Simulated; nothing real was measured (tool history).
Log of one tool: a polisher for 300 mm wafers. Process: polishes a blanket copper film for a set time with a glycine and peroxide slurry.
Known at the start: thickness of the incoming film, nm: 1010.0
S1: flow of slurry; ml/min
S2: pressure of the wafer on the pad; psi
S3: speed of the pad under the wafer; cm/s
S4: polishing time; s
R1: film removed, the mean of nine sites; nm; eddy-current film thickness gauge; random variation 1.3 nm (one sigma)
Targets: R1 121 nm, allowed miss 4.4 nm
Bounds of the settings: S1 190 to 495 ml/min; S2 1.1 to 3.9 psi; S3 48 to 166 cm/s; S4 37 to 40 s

run    day   S1   S2   S3  S4      R1
  1      0  320  2.5  106  40  194.16
  2  0.254  320  2.9  106  40  219.71
  3  0.462  320  2.5  106  40  191.46
  4  0.729  320  2.5   90  40  176.15
  5  0.788  285  2.5   90  40  170.35
  6  1.075  280  2.3   90  40  161.54
  7  1.154  280  2.3   90  40  161.87
  8  1.508  280  1.6   88  40  124.91
  9  1.767  280  1.6   88  40  124.57

Which of these 5 next moves meets every target?
  A  2.025  255  1.6   78  39   ?
  B  2.025  260  1.6   96  40   ?
  C  2.025  290  1.3  110  40   ?
  D  2.025  245  1.5  106  39   ?
  E  2.025  285  1.2  110  40   ?

move      R1
   A  111.83
   B  130.55
   C  126.93
   D  129.81
   E  121.08
A: takes the result that was furthest off past its target
B: further off than the last run
C: further off than the last run
D: further off than the last run
E: meets every target
The right move is E.

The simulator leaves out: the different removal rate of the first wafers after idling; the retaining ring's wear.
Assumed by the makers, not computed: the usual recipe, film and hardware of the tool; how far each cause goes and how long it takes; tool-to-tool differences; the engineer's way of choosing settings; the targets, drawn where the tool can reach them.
